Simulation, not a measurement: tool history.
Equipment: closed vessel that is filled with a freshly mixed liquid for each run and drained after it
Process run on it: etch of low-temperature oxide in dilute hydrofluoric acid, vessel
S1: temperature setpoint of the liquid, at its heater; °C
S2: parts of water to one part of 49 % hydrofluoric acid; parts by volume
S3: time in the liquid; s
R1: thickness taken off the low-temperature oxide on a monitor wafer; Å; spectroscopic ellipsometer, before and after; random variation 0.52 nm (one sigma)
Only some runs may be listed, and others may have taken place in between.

run    day  S1   S2   S3      R1
  1      0  26  125  390   504.6
  2   0.15  28  125  390  540.31
  3  0.471  29  115  390  622.73
  4  0.608  29  145  390  475.99
  5  0.908  29  115  390  626.08
  6  1.275  29   95  390  771.74

Run 7 is up next; what results do you expect?
  7  1.588  29.5  95  390   ?

{"run 7": {"R1": 795.19}}
